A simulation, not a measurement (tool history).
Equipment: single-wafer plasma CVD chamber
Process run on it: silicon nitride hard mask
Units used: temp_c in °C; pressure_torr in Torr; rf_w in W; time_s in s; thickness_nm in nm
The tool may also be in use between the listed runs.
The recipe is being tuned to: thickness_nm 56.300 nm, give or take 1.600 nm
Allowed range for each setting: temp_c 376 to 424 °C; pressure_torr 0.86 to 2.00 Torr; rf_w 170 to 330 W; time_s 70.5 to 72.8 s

run,hour,temp_c,pressure_torr,rf_w,time_s,thickness_nm
1,0.0,400,1.43,250,70.5,72.484
2,0.9,400,1.43,235,70.5,69.387
3,5.2,400,1.43,235,72.8,71.295
4,6.2,400,1.40,230,72.7,70.999
5,12.4,400,1.37,225,72.5,68.610
6,20.2,400,1.34,220,72.4,66.350
7,26.4,400,1.30,220,72.4,65.624
8,34.2,400,1.27,220,72.4,64.397
9,42.6,400,1.24,220,72.4,63.984
10,46.4,400,1.21,220,72.4,62.292
11,53.6,400,1.19,220,72.4,63.002
12,60.8,400,1.19,220,72.4,62.386
13,62.0,400,1.17,220,72.4,61.617
14,65.5,400,1.15,220,72.4,61.218
15,73.4,400,1.15,220,72.4,61.185
16,78.5,400,0.96,200,72.0,50.076
17,84.8,400,0.98,200,72.0,50.548
18,87.7,400,1.00,200,72.0,51.564
19,89.5,400,1.26,210,72.2,61.884

Exactly one of the 5 candidate moves below puts every result within its allowed miss. Which one?
A,91.3,407,1.33,215,72.8,?
B,91.3,394,1.26,205,71.7,?
C,91.3,400,1.12,210,70.5,?
D,91.3,388,0.90,280,72.4,?
E,91.3,397,1.37,230,72.8,?

move,thickness_nm
A,65.373
B,60.884
C,56.901
D,60.620
E,69.869
A: further off than the last run
B: closes in on the targets versus the last run, not all within tolerance yet
C: meets every target
D: closes in on the targets versus the last run, not all within tolerance yet
E: further off than the last run
Answer: C
